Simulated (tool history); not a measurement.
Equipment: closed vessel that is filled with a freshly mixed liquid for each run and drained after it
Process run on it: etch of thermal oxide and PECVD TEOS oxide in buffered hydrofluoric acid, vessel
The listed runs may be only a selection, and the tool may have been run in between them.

run	hour	temperature setpoint of the liquid (K)	parts of 40 % ammonium fluoride to one part of 49 % hydrofluoric acid (parts by volume)	time in the liquid (s)	thickness taken off the thermal oxide on a monitor wafer (angstrom)	thickness taken off the PECVD TEOS oxide on a monitor wafer (angstrom)
1	0	295.15	14	60	414.08	928.22
2	8.2	295.15	14	45	310.92	694.77
3	14.7	295.15	16	45	268.89	609.74
4	19.5	295.15	16	30	180.15	406.39
5	23.3	296.65	16	30	197.22	440.44
6	32.1	296.65	16	30	195.13	442.65
7	34.5	300.65	11.5	30	337.24	752.63
8	38.3	301.65	10.5	30	386.65	870.91

For run 9, what comes out?
9	41.8	302.15	10	30	?	?

{"run 9": {"thickness taken off the thermal oxide on a monitor wafer (angstrom)": 418.45, "thickness taken off the PECVD TEOS oxide on a monitor wafer (angstrom)": 935.02}}
